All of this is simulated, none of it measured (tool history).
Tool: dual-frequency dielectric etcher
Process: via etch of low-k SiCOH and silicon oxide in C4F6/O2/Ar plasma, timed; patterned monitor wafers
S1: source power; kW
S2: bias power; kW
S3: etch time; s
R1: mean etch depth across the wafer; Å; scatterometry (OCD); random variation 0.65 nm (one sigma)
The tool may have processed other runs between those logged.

run  hour    S1     S2    S3      R1
  1     0  0.34  0.236    59  1667.5
  2     2   0.3  0.206  57.5  1478.2
  3     9   0.3  0.206    59  1516.4
  4  11.1   0.3  0.176    59  1465.2
  5  18.4   0.3  0.176    59  1464.1
  6  26.1  0.25  0.176    59  1312.5

The next listed run, before its measurement:
  7  33.3  0.24  0.172  58.5   ?

{"run 7": {"R1": 1270.3}}
